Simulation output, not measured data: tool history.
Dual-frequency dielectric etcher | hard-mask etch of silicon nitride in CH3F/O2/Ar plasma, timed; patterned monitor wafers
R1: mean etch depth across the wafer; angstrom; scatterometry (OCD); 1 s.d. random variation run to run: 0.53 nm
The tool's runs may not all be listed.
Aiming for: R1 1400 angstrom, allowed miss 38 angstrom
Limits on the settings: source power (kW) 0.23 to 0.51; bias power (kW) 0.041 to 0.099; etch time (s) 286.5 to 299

{"run": 1, "hour": 0.0, "source power (kW)": 0.37, "bias power (kW)": 0.07, "etch time (s)": 286.5, "R1": 1743.7}
{"run": 2, "hour": 5.2, "source power (kW)": 0.35, "bias power (kW)": 0.067, "etch time (s)": 286.5, "R1": 1667.1}
{"run": 3, "hour": 12.6, "source power (kW)": 0.39, "bias power (kW)": 0.067, "etch time (s)": 286.5, "R1": 1761.4}
{"run": 4, "hour": 13.4, "source power (kW)": 0.39, "bias power (kW)": 0.08, "etch time (s)": 286.5, "R1": 1864.6}
{"run": 5, "hour": 16.0, "source power (kW)": 0.39, "bias power (kW)": 0.072, "etch time (s)": 286.5, "R1": 1803.9}
{"run": 6, "hour": 17.2, "source power (kW)": 0.36, "bias power (kW)": 0.069, "etch time (s)": 286.5, "R1": 1713.3}
{"run": 7, "hour": 23.4, "source power (kW)": 0.34, "bias power (kW)": 0.067, "etch time (s)": 286.5, "R1": 1662.2}
{"run": 8, "hour": 25.0, "source power (kW)": 0.32, "bias power (kW)": 0.065, "etch time (s)": 286.5, "R1": 1570.9}
{"run": 9, "hour": 32.8, "source power (kW)": 0.31, "bias power (kW)": 0.064, "etch time (s)": 286.5, "R1": 1543.8}
{"run": 10, "hour": 39.4, "source power (kW)": 0.24, "bias power (kW)": 0.057, "etch time (s)": 286.5, "R1": 1301.9}

Below are 5 possible settings for the next run. Only one of them brings all results inside the allowed miss of their targets. Which is it?
{"run": "A", "hour": 46.0, "source power (kW)": 0.23, "bias power (kW)": 0.053, "etch time (s)": 286.5, "R1": "?"}
{"run": "B", "hour": 46.0, "source power (kW)": 0.24, "bias power (kW)": 0.043, "etch time (s)": 299, "R1": "?"}
{"run": "C", "hour": 46.0, "source power (kW)": 0.27, "bias power (kW)": 0.058, "etch time (s)": 286.5, "R1": "?"}
{"run": "D", "hour": 46.0, "source power (kW)": 0.23, "bias power (kW)": 0.063, "etch time (s)": 292, "R1": "?"}
{"run": "E", "hour": 46.0, "source power (kW)": 0.23, "bias power (kW)": 0.054, "etch time (s)": 286.5, "R1": "?"}

move=A R1=1238.8
move=B R1=1252
move=C R1=1394.2
move=D R1=1328.6
move=E R1=1245.5
A: further off than the last run
B: further off than the last run
C: hits every target within its allowed miss
D: closer than the last run, but not yet in spec
E: further off than the last run
Correct choice: C, which meets every target
